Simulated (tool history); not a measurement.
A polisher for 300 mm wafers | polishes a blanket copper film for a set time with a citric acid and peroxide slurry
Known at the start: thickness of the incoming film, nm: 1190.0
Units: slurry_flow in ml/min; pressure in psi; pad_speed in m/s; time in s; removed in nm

run,hour,slurry_flow,pressure,pad_speed,slurry_solids,time,removed
1,0,305,2.3,1.1,1,127,259.24
2,0.9,305,2.3,1.1,1,133,273.73
3,5.7,305,2.7,1.1,1,133,319.76
4,12.6,305,2.7,1.1,0.85,133,311.39
5,19,305,2.7,1.1,0.85,133,314.8
6,26.2,345,2.7,1.1,0.85,133,314.25
7,32.7,345,2.4,1.1,0.85,133,280.69
8,38.8,345,2.2,1.1,0.85,133,257.84
9,43.9,345,2,1.1,0.85,133,237.93
10,46,345,1.9,1.1,0.85,133,224.01
11,54,345,1.8,1.1,0.85,133,211.4

The next listed run, before its measurement:
12,61.4,340,1.7,1.1,0.85,133,?

{"run 12": {"removed": 205.8}}
